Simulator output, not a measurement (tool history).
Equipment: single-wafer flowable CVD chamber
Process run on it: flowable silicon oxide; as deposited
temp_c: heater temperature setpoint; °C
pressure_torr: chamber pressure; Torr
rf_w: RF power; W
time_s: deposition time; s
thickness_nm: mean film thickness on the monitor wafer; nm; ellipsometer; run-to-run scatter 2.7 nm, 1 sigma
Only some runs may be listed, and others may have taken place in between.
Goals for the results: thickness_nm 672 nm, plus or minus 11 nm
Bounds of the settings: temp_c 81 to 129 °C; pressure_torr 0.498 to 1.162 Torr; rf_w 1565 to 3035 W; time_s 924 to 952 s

run	hour	temp_c	pressure_torr	rf_w	time_s	thickness_nm
1	0	105	0.83	2300	924	515.77
2	3.8	105	0.83	2300	924	515.51
3	6	103	0.83	2300	924	559.4
4	14.5	103	0.891	2300	924	596.72
5	22.7	102	0.891	2300	924	619.34
6	31	102	0.837	2300	924	589.7
7	32.1	101	0.837	2300	924	609.44
8	37.9	100	0.837	2300	924	626.93
9	43.6	99	0.837	2300	924	653.35

4 next moves are on the table. One of them brings every result within its allowed miss. Which?
A	49.3	102	0.947	2065	952	?
B	49.3	98	0.853	2260	935	?
C	49.3	98	0.786	2405	924	?
D	49.3	102	0.878	2810	952	?

move	thickness_nm
A	669.73
B	700.34
C	644.2
D	646.42
A: each result inside its tolerance
B: moves the result that the last run missed by most past its target, out the other side
C: lands further from the targets than the last run did
D: lands further from the targets than the last run did
Correct choice: A, which meets every target
